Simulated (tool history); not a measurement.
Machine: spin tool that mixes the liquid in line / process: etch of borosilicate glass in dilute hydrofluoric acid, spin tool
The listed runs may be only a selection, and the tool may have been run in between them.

run,hour,temperature setpoint of the liquid (K),parts of water to one part of 49 % hydrofluoric acid (parts by volume),time under the liquid (s),thickness taken off the borosilicate glass on a monitor wafer (Å)
1,0,294.15,45,45,187.22
2,1.4,292.65,45,45,174.16
3,10.3,295.65,45,45,198.62
4,17.8,297.15,45,45,212.19
5,22.4,297.15,45,45,212.5
6,24.7,299.65,45,45,234.02
7,27,300.15,45,45,237.82

Run 8 comes next. What will it give?
8,27.6,300.65,45,45,?

thickness taken off the borosilicate glass on a monitor wafer (Å): 247.32
